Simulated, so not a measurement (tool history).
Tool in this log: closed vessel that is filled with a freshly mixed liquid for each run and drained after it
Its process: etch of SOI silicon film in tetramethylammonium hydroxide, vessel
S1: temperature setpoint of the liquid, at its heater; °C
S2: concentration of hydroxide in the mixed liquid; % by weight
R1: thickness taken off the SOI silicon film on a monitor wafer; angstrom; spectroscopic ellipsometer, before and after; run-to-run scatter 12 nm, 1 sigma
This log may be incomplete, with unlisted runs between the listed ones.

{"run": 1, "hour": 0.0, "S1": 72, "S2": 8.5, "time in the liquid (s)": 90, "R1": 7093}
{"run": 2, "hour": 1.4, "S1": 72, "S2": 8.5, "time in the liquid (s)": 95, "R1": 7485.4}
{"run": 3, "hour": 10.3, "S1": 67, "S2": 8.5, "time in the liquid (s)": 95, "R1": 5646.9}
{"run": 4, "hour": 17.9, "S1": 67, "S2": 9.5, "time in the liquid (s)": 95, "R1": 5405.3}
{"run": 5, "hour": 21.2, "S1": 67, "S2": 9.5, "time in the liquid (s)": 95, "R1": 5349.1}
{"run": 6, "hour": 27.6, "S1": 67, "S2": 9.5, "time in the liquid (s)": 90, "R1": 5142.8}
{"run": 7, "hour": 28.6, "S1": 73.5, "S2": 8.5, "time in the liquid (s)": 90, "R1": 7654.7}
{"run": 8, "hour": 35.3, "S1": 75.5, "S2": 8.5, "time in the liquid (s)": 90, "R1": 8727.5}
{"run": 9, "hour": 42.7, "S1": 82, "S2": 8.5, "time in the liquid (s)": 90, "R1": 12426}
{"run": 10, "hour": 47.2, "S1": 82.5, "S2": 8.5, "time in the liquid (s)": 90, "R1": 12938}

Run 11 comes next. What will it give?
{"run": 11, "hour": 55.8, "S1": 83, "S2": 8.5, "time in the liquid (s)": 90, "R1": "?"}

R1: 13155 angstrom
